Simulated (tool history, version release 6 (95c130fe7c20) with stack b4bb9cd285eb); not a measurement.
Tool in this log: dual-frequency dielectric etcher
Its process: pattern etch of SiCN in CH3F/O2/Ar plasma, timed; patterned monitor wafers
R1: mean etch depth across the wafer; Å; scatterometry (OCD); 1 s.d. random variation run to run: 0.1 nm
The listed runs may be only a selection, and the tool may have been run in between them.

{"run": 1, "hour": 0.0, "source power (W)": 280, "bias power (W)": 84, "etch time (s)": 37, "R1": 129.57}
{"run": 2, "hour": 1.5, "source power (W)": 280, "bias power (W)": 84, "etch time (s)": 37, "R1": 129.52}
{"run": 3, "hour": 8.7, "source power (W)": 290, "bias power (W)": 85, "etch time (s)": 37, "R1": 132.22}
{"run": 4, "hour": 17.1, "source power (W)": 290, "bias power (W)": 97, "etch time (s)": 37, "R1": 139.09}
{"run": 5, "hour": 20.7, "source power (W)": 290, "bias power (W)": 97, "etch time (s)": 37, "R1": 139.34}
{"hour": 28.5, "done": "source power generator calibrated"}
{"run": 6, "hour": 28.5, "source power (W)": 310, "bias power (W)": 99, "etch time (s)": 37, "R1": 142.38}
{"run": 7, "hour": 32.6, "source power (W)": 310, "bias power (W)": 100, "etch time (s)": 37, "R1": 142.28}

Predict the results of run 8:
{"run": 8, "hour": 39.7, "source power (W)": 310, "bias power (W)": 101, "etch time (s)": 37, "R1": "?"}

{"run 8": {"R1": 143.33}}
